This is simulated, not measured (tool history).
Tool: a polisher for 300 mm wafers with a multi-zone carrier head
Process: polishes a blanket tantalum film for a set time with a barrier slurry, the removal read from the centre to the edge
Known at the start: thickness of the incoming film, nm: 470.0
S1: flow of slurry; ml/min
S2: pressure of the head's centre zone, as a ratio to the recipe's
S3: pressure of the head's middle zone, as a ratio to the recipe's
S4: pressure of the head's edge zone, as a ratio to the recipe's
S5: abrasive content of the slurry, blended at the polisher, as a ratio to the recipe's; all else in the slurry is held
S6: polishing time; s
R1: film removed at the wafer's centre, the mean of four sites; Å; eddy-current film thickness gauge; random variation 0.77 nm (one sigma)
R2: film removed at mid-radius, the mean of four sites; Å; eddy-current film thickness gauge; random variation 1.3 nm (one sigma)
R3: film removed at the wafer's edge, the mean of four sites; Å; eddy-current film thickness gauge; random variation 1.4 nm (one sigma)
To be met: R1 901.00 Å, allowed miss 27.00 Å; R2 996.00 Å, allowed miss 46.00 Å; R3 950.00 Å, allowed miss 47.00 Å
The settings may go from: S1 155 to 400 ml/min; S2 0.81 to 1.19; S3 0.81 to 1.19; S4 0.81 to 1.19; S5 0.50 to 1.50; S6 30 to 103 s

run  hour   S1    S2    S3    S4    S5  S6      R1      R2      R3
  1   0.0  255  1.00  1.00  1.00  1.00  66  751.01  726.34  729.96
  2   6.3  255  1.00  1.00  0.96  1.00  66  752.55  724.48  709.43
  3   9.1  280  1.00  1.00  0.96  1.00  66  763.24  712.49  718.86
  4  15.5  270  1.00  1.03  1.00  1.15  67  788.11  782.06  766.02
  5  20.3  270  1.00  1.03  1.00  1.35  67  815.35  818.33  810.57
  6  22.8  270  1.00  1.03  1.00  1.35  74  908.81  893.61  880.88
  7  24.5  270  0.99  1.05  1.02  1.40  74  904.52  922.35  915.12
  8  27.5  270  0.99  1.07  1.03  1.40  74  908.56  919.58  902.73

4 next moves are on the table. One of them brings every result within its allowed miss. Which?
  A  30.5  270  1.07  1.02  1.07  1.45  68   ?   ?   ?
  B  30.5  305  0.94  1.09  1.06  1.45  76   ?   ?   ?
  C  30.5  270  1.02  0.93  1.12  1.45  72   ?   ?   ?
  D  30.5  275  0.99  0.98  1.10  1.35  75   ?   ?   ?

move      R1      R2      R3
   A  912.94  828.63  840.57
   B  905.71  986.51  941.31
   C  920.61  816.62  911.79
   D  917.55  873.26  926.61
A: further off than the last run
B: meets every target
C: further off than the last run
D: further off than the last run
Answer: B
